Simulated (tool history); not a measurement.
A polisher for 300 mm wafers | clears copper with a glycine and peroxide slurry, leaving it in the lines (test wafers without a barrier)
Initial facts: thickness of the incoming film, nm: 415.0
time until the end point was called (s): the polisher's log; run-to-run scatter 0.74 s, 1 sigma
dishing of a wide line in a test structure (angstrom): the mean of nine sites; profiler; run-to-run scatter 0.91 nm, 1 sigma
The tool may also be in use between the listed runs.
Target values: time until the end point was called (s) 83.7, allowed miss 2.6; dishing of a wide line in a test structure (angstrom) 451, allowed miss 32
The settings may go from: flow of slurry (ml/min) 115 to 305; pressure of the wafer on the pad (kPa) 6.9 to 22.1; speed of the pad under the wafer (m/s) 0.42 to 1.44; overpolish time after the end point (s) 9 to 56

run,hour,flow of slurry (ml/min),pressure of the wafer on the pad (kPa),speed of the pad under the wafer (m/s),overpolish time after the end point (s),time until the end point was called (s),dishing of a wide line in a test structure (angstrom)
1,0,195,14.5,0.92,29,144.02,392.51
2,4,200,15.9,0.94,29,131.76,409.63
3,8.2,205,16.5,0.96,28,126.34,408.86
4,10.6,205,16.5,0.78,28,143.73,395.4
5,17,170,16.5,0.78,28,148.78,389.36
6,20.9,180,17.2,0.82,27,136.96,392.16
7,26.5,185,17.9,0.86,27,127.81,414.28
8,27.9,190,18.6,0.9,26,122.12,407.28
9,31.9,195,19.3,0.94,26,112.74,407.51
10,39.2,200,20,0.96,26,107.51,411.93
11,43.4,205,20,0.98,26,106.28,410.94
12,47.4,205,20,1,26,103.25,431.18
13,52.9,210,20,1.02,26,102.24,435.39
14,59.3,210,20,1.04,26,99.844,421.71
15,65.6,210,20,1.06,26,100.15,424.32
16,72.8,215,20,1.08,26,97.16,421.95
17,78.8,225,21.4,1.12,27,86.84,442.33

Next run, 5 choices. One meets every target within its allowed miss, the rest don't. Which?
A,84.8,225,21.4,1.06,20,?,?
B,84.8,235,20.7,1.24,26,?,?
C,84.8,205,17.9,1.32,28,?,?
D,84.8,245,21.4,1.1,32,?,?
E,84.8,220,21.4,1.08,28,?,?

move,time until the end point was called (s),dishing of a wide line in a test structure (angstrom)
A,92.925,404.52
B,83.791,451.38
C,91.651,449.96
D,89.295,471.17
E,91.821,454.48
A: the biggest miss grows against the last run
B: hits every target within its allowed miss
C: the biggest miss grows against the last run
D: the biggest miss grows against the last run
E: the biggest miss grows against the last run
The move that meets every target is B.
